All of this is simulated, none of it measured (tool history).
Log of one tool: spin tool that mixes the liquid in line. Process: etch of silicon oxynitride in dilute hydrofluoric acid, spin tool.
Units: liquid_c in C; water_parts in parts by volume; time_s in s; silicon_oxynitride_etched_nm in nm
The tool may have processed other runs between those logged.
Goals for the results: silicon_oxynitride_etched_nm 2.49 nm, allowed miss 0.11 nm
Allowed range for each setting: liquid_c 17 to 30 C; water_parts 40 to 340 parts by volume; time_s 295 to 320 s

run  hour  liquid_c  water_parts  time_s  silicon_oxynitride_etched_nm
  1     0        22          190     295                        3.1956
  2   1.9        22          190     320                        3.4789
  3   6.6        22          145     320                        4.6211
  4  13.1        22          145     295                        4.2078
  5  13.8      24.5          145     295                        4.8672
  6  21.9      22.5          145     295                         4.424
  7  26.1        22          150     295                        4.1737
  8  30.2      21.5          155     295                        3.9203
  9  32.3      21.5          155     295                        3.9101
 10    33        21          160     295                        3.6785
 11    34      20.5          165     295                        3.4417
 12  38.5        20          165     295                        3.3023
 13  42.6      19.5          165     295                         3.328
 14  44.8      19.5          170     295                        3.0846
     46.7  -- hydrofluoric acid flow meter replaced
 15  46.7        18          175     295                        3.2708
 16  53.9        18          180     295                        3.2042

5 next moves are on the table. One of them brings every result within its allowed miss. Which?
  A  61.1      17.5          125     320                             ?
  B  61.1        17          145     320                             ?
  C  61.1        19          210     295                             ?
  D  61.1        19          250     320                             ?
  E  61.1        21          170     320                             ?

move  silicon_oxynitride_etched_nm
   A                        4.9228
   B                        4.0885
   C                        2.7505
   D                        2.4452
   E                        4.1549
A: lands further from the targets than the last run did
B: lands further from the targets than the last run did
C: better than the last run, though not everything is in spec
D: all results in spec
E: lands further from the targets than the last run did
The move that meets every target is D.

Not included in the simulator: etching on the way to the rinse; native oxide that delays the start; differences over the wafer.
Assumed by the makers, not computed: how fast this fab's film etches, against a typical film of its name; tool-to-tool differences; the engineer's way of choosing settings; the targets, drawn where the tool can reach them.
